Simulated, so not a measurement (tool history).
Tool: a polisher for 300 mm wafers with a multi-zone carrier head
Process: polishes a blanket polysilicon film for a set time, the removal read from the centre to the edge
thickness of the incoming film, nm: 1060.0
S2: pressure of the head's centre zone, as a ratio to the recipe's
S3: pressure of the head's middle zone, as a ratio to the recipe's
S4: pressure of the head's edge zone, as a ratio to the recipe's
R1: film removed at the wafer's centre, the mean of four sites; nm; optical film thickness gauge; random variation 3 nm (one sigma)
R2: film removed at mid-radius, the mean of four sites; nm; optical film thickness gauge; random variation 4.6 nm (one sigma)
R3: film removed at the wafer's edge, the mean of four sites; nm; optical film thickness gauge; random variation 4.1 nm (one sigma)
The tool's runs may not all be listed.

{"run": 1, "hour": 0.0, "flow of slurry (ml/min)": 150, "S2": 1, "S3": 1, "S4": 1, "polishing time (s)": 58, "R1": 339.58, "R2": 332.1, "R3": 343.45}
{"run": 2, "hour": 0.7, "flow of slurry (ml/min)": 160, "S2": 1.01, "S3": 1.02, "S4": 1, "polishing time (s)": 58, "R1": 351.22, "R2": 339.34, "R3": 348.09}
{"run": 3, "hour": 7.5, "flow of slurry (ml/min)": 165, "S2": 1.01, "S3": 1.04, "S4": 1, "polishing time (s)": 58, "R1": 350.47, "R2": 351.3, "R3": 350.8}
{"run": 4, "hour": 15.5, "flow of slurry (ml/min)": 170, "S2": 1.02, "S3": 1.05, "S4": 1, "polishing time (s)": 58, "R1": 355.47, "R2": 352.74, "R3": 343.15}
{"run": 5, "hour": 23.1, "flow of slurry (ml/min)": 175, "S2": 1.03, "S3": 1.06, "S4": 1.01, "polishing time (s)": 58, "R1": 360.07, "R2": 355.74, "R3": 345.01}
{"run": 6, "hour": 24.5, "flow of slurry (ml/min)": 175, "S2": 1.03, "S3": 1.09, "S4": 1.01, "polishing time (s)": 58, "R1": 365.93, "R2": 367.77, "R3": 353.8}
{"run": 7, "hour": 28.0, "flow of slurry (ml/min)": 180, "S2": 1.04, "S3": 1.1, "S4": 1.01, "polishing time (s)": 58, "R1": 368.51, "R2": 373.9, "R3": 350.82}
{"run": 8, "hour": 34.0, "flow of slurry (ml/min)": 185, "S2": 1.05, "S3": 1.11, "S4": 1.02, "polishing time (s)": 58, "R1": 371.07, "R2": 371.44, "R3": 352.84}
{"run": 9, "hour": 38.7, "flow of slurry (ml/min)": 185, "S2": 1.06, "S3": 1.12, "S4": 1.02, "polishing time (s)": 58, "R1": 373.28, "R2": 383.24, "R3": 354.9}
{"run": 10, "hour": 46.1, "flow of slurry (ml/min)": 190, "S2": 1.07, "S3": 1.12, "S4": 1.03, "polishing time (s)": 58, "R1": 378.8, "R2": 382.78, "R3": 355.56}
{"run": 11, "hour": 52.3, "flow of slurry (ml/min)": 190, "S2": 1.08, "S3": 1.12, "S4": 1.04, "polishing time (s)": 58, "R1": 382.87, "R2": 373.73, "R3": 354.62}

Run 12 comes next. What will it give?
{"run": 12, "hour": 56.9, "flow of slurry (ml/min)": 195, "S2": 1.08, "S3": 1.13, "S4": 1.04, "polishing time (s)": 58, "R1": "?", "R2": "?", "R3": "?"}

Run 12 gave R1 385.3 nm, R2 381.34 nm, R3 358.68 nm.

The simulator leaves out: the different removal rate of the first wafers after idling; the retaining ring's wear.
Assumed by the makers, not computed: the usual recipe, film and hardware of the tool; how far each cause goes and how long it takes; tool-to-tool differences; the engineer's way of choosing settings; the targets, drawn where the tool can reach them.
